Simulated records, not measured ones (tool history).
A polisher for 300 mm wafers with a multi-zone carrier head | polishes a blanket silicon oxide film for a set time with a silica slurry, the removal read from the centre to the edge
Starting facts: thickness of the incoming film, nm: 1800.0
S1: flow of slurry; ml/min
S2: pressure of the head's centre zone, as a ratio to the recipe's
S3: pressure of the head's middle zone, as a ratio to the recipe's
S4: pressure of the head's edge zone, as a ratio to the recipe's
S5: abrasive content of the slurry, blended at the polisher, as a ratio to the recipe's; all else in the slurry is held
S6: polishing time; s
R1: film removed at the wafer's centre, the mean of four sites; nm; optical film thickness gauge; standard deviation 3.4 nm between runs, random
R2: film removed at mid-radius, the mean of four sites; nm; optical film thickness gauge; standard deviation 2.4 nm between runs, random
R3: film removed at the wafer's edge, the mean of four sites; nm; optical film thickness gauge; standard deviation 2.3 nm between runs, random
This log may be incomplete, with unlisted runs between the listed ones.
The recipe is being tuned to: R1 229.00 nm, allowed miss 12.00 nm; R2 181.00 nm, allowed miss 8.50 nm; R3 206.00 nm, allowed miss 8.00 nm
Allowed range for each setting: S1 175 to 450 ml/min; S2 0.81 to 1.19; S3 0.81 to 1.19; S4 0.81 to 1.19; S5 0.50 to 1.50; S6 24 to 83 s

run	hour	S1	S2	S3	S4	S5	S6	R1	R2	R3
1	0.0	290	1.00	1.00	1.00	1.00	53	265.64	262.57	259.63
2	8.9	290	1.00	1.00	0.94	1.00	53	275.00	261.02	253.02
3	17.1	230	1.00	1.00	0.94	1.00	53	253.86	260.83	248.88
4	22.7	230	0.93	1.00	0.94	1.00	53	244.16	251.81	252.43
5	28.2	230	0.93	1.00	0.94	1.00	45	210.67	216.71	209.57
6	36.3	245	0.93	0.97	0.94	1.00	45	202.34	211.08	210.84
7	37.8	275	0.96	0.95	0.95	0.95	45	217.52	208.78	208.19
8	44.2	245	1.00	0.85	0.99	0.90	45	208.00	179.67	209.11
9	52.2	250	1.01	0.85	0.99	0.90	45	215.73	177.81	205.37
10	56.2	255	1.01	0.85	0.99	0.90	45	217.16	177.44	209.23
11	62.8	260	1.01	0.85	0.99	0.90	45	210.38	184.03	207.60
12	66.8	260	1.02	0.85	0.99	0.90	45	216.88	182.08	208.08

Exactly one of the 4 candidate moves below puts every result within its allowed miss. Which one?
A	70.8	265	1.01	0.84	1.00	0.90	42	?	?	?
B	70.8	245	0.96	0.86	0.99	1.05	41	?	?	?
C	70.8	250	1.04	0.93	1.02	0.85	44	?	?	?
D	70.8	260	1.14	0.88	1.03	1.10	39	?	?	?

move	R1	R2	R3
A	202.12	166.53	191.76
B	202.46	177.40	199.85
C	208.64	182.60	195.23
D	228.53	177.01	199.02
A: its largest miss is bigger than the last run's
B: its largest miss is bigger than the last run's
C: its largest miss is bigger than the last run's
D: in spec on every target
Answer: D

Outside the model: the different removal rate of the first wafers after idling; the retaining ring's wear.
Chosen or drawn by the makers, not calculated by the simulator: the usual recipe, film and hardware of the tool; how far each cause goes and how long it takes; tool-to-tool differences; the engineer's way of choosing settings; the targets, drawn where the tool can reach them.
